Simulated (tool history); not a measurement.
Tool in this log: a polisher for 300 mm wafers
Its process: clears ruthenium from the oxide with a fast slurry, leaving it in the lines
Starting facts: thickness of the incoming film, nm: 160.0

run	hour	flow of slurry (ml/min)	pressure of the wafer on the pad (psi)	speed of the pad under the wafer (cm/s)	abrasive content of the slurry	overpolish time after the end point (s)	time until the end point was called (s)	dishing of a wide line in a test structure (Å)
1	0	195	3.3	124	1	25	31.204	785.83
2	8.6	195	3.3	124	1	26	31.434	819.01
3	15.3	195	2.7	124	1	26	38.369	707.47
4	19	195	2.8	124	1	27	36.792	737.67
5	27.1	195	2.9	124	1	28	35.636	780.36
6	27.9	195	2.9	124	1	21	35.42	636.79
7	32.1	195	3	124	1	23	34.161	685.11
8	39.6	195	3.1	124	1	24	32.591	742.63

Forecast run 9:
9	47.9	195	3.1	124	1	25	?	?

{"run 9": {"time until the end point was called (s)": 33.584, "dishing of a wide line in a test structure (Å)": 741.74}}
